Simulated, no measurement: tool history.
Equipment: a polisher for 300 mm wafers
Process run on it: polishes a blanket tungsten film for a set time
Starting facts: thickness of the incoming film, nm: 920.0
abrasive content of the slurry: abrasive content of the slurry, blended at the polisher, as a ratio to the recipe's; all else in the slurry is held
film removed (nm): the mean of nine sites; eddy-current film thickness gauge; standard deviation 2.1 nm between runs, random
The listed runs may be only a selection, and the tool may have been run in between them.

run    day  flow of slurry (ml/min)  pressure of the wafer on the pad (kPa)  speed of the pad under the wafer (cm/s)  abrasive content of the slurry  polishing time (s)  film removed (nm)
  1      0                      290                                    24.1                                      132                               1                  80             459.33
  2  0.062                      290                                    22.1                                      126                               1                  80             407.65
  3  0.312                      290                                    26.2                                      126                               1                  80             465.92
  4  0.471                      290                                    30.3                                      126                               1                  80             560.92
  5  0.688                      290                                    27.6                                      120                               1                  80             466.36
  6  0.842                      290                                    27.6                                      120                            1.15                  80              503.4
  7  0.908                      290                                    25.5                                      114                            1.15                  80             437.58
  8  1.246                      290                                    23.4                                      108                            1.15                  80             380.54
  9  1.583                      290                                    21.4                                      104                            1.15                  80              339.9
 10  1.617                      290                                      20                                      100                            1.15                  80             300.45
 11  1.667                      290                                    18.6                                       98                            1.15                  80             274.56

The next listed run, before its measurement:
 12  1.817                      290                                    17.2                                       98                            1.15                  80                  ?

{"run 12": {"film removed (nm)": 253.37}}
